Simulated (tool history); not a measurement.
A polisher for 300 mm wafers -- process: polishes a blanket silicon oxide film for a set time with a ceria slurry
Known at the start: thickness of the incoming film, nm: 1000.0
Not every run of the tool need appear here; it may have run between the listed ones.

run  hour  flow of slurry (ml/min)  pressure of the wafer on the pad (psi)  speed of the pad under the wafer (cm/s)  polishing time (s)  film removed (nm)
  1     0                      145                                     3.3                                      130                  75              440.1
  2   3.5                      145                                     3.3                                      130                  75              453.3
  3   8.5                      140                                     2.7                                      114                  75             328.18
  4  14.7                      175                                     2.7                                      114                  75             345.16
  5  15.3                      175                                     2.1                                      114                  75             264.73
  6    17                      170                                     1.9                                      106                  75             230.51
  7  21.3                      165                                     1.8                                      104                  75             210.86

Forecast run 8:
  8  27.3                      155                                     1.7                                      104                  75                  ?

film removed (nm): 200.83
